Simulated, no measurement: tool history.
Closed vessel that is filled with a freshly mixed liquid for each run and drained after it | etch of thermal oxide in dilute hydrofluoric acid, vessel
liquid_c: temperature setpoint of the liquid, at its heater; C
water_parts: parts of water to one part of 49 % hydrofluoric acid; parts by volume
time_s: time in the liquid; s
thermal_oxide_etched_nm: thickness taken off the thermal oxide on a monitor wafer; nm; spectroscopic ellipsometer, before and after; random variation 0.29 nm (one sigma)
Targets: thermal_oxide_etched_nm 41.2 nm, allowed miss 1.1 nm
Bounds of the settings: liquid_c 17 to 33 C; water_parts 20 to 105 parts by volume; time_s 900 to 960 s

run,hour,liquid_c,water_parts,time_s,thermal_oxide_etched_nm
1,0,25,55,900,79.904
2,1.2,22.5,60,900,65.239
3,9.3,20,60,900,58.535
4,14.2,20,70,900,49.962
5,18.3,20,55,900,65.588
6,21.7,19,60,900,56.239
7,29.9,18.5,65,900,50.674
8,37.5,18,70,900,45.862

5 next moves are on the table. One of them brings every result within its allowed miss. Which?
A,45.1,19.5,80,955,?
B,45.1,17,80,925,?
C,45.1,17,75,915,?
D,45.1,17,70,960,?
E,45.1,17.5,80,905,?

move,thermal_oxide_etched_nm
A,45.376
B,39.546
C,41.952
D,47.415
E,39.524
A: nearer than the last run, and not there yet
B: takes the result that was furthest off past its target
C: meets every target
D: further off than the last run
E: takes the result that was furthest off past its target
Answer: C
